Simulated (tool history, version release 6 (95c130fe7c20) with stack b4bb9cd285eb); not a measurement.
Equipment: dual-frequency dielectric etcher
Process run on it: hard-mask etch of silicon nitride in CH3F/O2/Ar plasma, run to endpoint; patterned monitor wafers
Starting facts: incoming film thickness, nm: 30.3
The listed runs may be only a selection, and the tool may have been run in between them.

{"run": 1, "hour": 0.0, "source power (W)": 340, "bias power (W)": 66, "endpoint time (s)": 44.976}
{"run": 2, "hour": 4.6, "source power (W)": 340, "bias power (W)": 73, "endpoint time (s)": 43.236}
{"run": 3, "hour": 9.4, "source power (W)": 380, "bias power (W)": 73, "endpoint time (s)": 40.968}
{"run": 4, "hour": 10.3, "source power (W)": 420, "bias power (W)": 73, "endpoint time (s)": 39.821}
{"run": 5, "hour": 19.0, "source power (W)": 420, "bias power (W)": 84, "endpoint time (s)": 38.383}
{"run": 6, "hour": 22.7, "source power (W)": 420, "bias power (W)": 92, "endpoint time (s)": 36.907}
{"run": 7, "hour": 25.3, "source power (W)": 360, "bias power (W)": 79, "endpoint time (s)": 42.614}
{"run": 8, "hour": 30.0, "source power (W)": 330, "bias power (W)": 77, "endpoint time (s)": 43.907}
{"run": 9, "hour": 36.1, "source power (W)": 300, "bias power (W)": 74, "endpoint time (s)": 46.659}
{"run": 10, "hour": 39.6, "source power (W)": 280, "bias power (W)": 73, "endpoint time (s)": 47.417}

Run 11 comes next. What will it give?
{"run": 11, "hour": 40.8, "source power (W)": 280, "bias power (W)": 73, "endpoint time (s)": "?"}

{"run 11": {"endpoint time (s)": 48.15}}

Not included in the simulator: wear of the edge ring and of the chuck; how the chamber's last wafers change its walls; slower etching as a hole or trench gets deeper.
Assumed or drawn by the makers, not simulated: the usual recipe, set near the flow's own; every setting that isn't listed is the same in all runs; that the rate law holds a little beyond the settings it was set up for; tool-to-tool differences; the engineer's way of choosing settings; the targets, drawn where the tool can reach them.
